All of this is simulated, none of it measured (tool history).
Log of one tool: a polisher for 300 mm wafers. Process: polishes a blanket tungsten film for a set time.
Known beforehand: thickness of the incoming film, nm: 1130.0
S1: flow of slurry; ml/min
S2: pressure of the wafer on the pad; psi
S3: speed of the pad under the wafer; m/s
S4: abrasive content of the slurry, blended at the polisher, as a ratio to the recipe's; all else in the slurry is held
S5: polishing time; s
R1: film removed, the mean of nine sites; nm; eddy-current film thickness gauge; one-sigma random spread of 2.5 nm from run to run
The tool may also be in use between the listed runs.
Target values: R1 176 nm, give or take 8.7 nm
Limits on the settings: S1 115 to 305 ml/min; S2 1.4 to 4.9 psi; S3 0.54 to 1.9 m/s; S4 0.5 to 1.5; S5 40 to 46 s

Run 1, hour 0: S1 195 ml/min, S2 3.1 psi, S3 1.22 m/s, S4 1, S5 46 s. Result: R1 242.98 nm.
Run 2, hour 2.7: S1 195 ml/min, S2 2.9 psi, S3 1.22 m/s, S4 1, S5 46 s. Result: R1 233.72 nm.
Run 3, hour 4.2: S1 195 ml/min, S2 2.9 psi, S3 1.34 m/s, S4 1, S5 46 s. Result: R1 254.46 nm.
Run 4, hour 7.7: S1 195 ml/min, S2 2.9 psi, S3 1.34 m/s, S4 1, S5 40 s. Result: R1 214.2 nm.
Run 5, hour 14.8: S1 195 ml/min, S2 2.8 psi, S3 1.34 m/s, S4 1, S5 40 s. Result: R1 213.46 nm.
Run 6, hour 22.3: S1 195 ml/min, S2 2.7 psi, S3 1.34 m/s, S4 1, S5 40 s. Result: R1 208.42 nm.
Run 7, hour 24.3: S1 195 ml/min, S2 2.6 psi, S3 1.34 m/s, S4 1, S5 40 s. Result: R1 196 nm.
Run 8, hour 26: S1 195 ml/min, S2 2.5 psi, S3 1.34 m/s, S4 1, S5 40 s. Result: R1 191.58 nm.

Which of these 4 next moves meets every target?
Run A, hour 27.7: S1 275 ml/min, S2 1.8 psi, S3 1.56 m/s, S4 1.25, S5 46 s. Result: R1 ?.
Run B, hour 27.7: S1 220 ml/min, S2 2.6 psi, S3 1.3 m/s, S4 0.9, S5 42 s. Result: R1 ?.
Run C, hour 27.7: S1 115 ml/min, S2 2.1 psi, S3 1.46 m/s, S4 0.9, S5 44 s. Result: R1 ?.
Run D, hour 27.7: S1 180 ml/min, S2 2.7 psi, S3 1.36 m/s, S4 1, S5 40 s. Result: R1 ?.

move      R1
   A  208.55
   B  202.96
   C  179.47
   D  211.02
A: lands further from the targets than the last run did
B: lands further from the targets than the last run did
C: every result within its allowed miss
D: lands further from the targets than the last run did
So the answer is move C, the one that meets all the targets.

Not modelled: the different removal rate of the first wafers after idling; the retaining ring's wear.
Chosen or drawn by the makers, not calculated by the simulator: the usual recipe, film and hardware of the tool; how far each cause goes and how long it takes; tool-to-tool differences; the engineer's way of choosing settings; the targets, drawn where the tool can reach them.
